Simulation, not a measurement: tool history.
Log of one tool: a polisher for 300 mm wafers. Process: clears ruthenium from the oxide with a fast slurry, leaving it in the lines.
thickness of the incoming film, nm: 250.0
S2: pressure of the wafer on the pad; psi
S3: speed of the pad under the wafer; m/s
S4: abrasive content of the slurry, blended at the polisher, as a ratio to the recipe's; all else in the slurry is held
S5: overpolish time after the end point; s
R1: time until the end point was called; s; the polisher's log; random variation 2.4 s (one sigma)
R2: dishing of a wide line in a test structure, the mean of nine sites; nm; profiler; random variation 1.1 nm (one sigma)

Run 1, hour 0.0: flow of slurry (ml/min) 290, S2 3.1 psi, S3 0.94 m/s, S4 1.00, S5 26 s. Result: R1 66.424 s, R2 60.541 nm.
Run 2, hour 3.9: flow of slurry (ml/min) 330, S2 3.1 psi, S3 0.94 m/s, S4 1.00, S5 26 s. Result: R1 62.343 s, R2 62.358 nm.
Run 3, hour 7.0: flow of slurry (ml/min) 330, S2 3.1 psi, S3 0.94 m/s, S4 0.90, S5 26 s. Result: R1 70.669 s, R2 57.596 nm.
Run 4, hour 11.5: flow of slurry (ml/min) 330, S2 3.1 psi, S3 0.94 m/s, S4 0.70, S5 26 s. Result: R1 85.925 s, R2 50.459 nm.
Run 5, hour 20.1: flow of slurry (ml/min) 330, S2 3.1 psi, S3 0.94 m/s, S4 0.85, S5 26 s. Result: R1 70.564 s, R2 57.531 nm.
Run 6, hour 28.6: flow of slurry (ml/min) 330, S2 3.1 psi, S3 0.94 m/s, S4 0.85, S5 18 s. Result: R1 71.195 s, R2 43.487 nm.
Run 7, hour 31.6: flow of slurry (ml/min) 325, S2 2.9 psi, S3 0.94 m/s, S4 0.85, S5 20 s. Result: R1 76.850 s, R2 46.346 nm.
Run 8, hour 38.7: flow of slurry (ml/min) 320, S2 2.7 psi, S3 0.94 m/s, S4 0.85, S5 21 s. Result: R1 81.519 s, R2 44.297 nm.

Forecast run 9:
Run 9, hour 41.6: flow of slurry (ml/min) 315, S2 2.5 psi, S3 0.94 m/s, S4 0.85, S5 23 s. Result: R1 ?, R2 ?.

Run 9 gave R1 90.244 s, R2 45.851 nm.

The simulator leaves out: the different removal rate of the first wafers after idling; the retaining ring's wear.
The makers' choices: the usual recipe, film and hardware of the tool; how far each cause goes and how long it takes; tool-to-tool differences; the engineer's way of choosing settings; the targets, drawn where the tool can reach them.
